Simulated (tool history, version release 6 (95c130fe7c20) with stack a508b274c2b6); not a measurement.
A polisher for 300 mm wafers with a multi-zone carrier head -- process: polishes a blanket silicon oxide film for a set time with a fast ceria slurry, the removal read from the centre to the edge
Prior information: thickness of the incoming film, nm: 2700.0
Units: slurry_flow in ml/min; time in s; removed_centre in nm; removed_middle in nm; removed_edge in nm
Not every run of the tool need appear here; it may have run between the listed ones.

run  hour  slurry_flow  centre_zone  middle_zone  edge_zone  time  removed_centre  removed_middle  removed_edge
  1     0          170            1            1          1    70          912.87          950.02        913.93
  2   3.9          145            1            1          1    70          873.64          917.74        882.59
  3  12.3          135         0.98         1.02       0.97    69          840.58          895.62        848.45
  4  14.6          130         0.96         1.05       0.95    68           806.5          905.65        822.88
       16  -- worn pad replaced by a new one
  5    16          170         0.96         1.05       0.95    68           978.2          1084.6        988.95
  6  18.1          195         0.96         1.05       0.95    68          988.78          1081.4        1006.4
  7  20.6          170         0.95         1.07       0.95    66           944.7          1059.1        945.37
  8  21.5          150         0.94         1.08       0.95    65          871.78          1010.6        916.05

Estimate the outcome of run 9 from the log above:
  9  22.1          135         0.93         1.08       0.92    64               ?               ?             ?

removed_centre: 831.4 nm
removed_middle: 984.94 nm
removed_edge: 878.5 nm
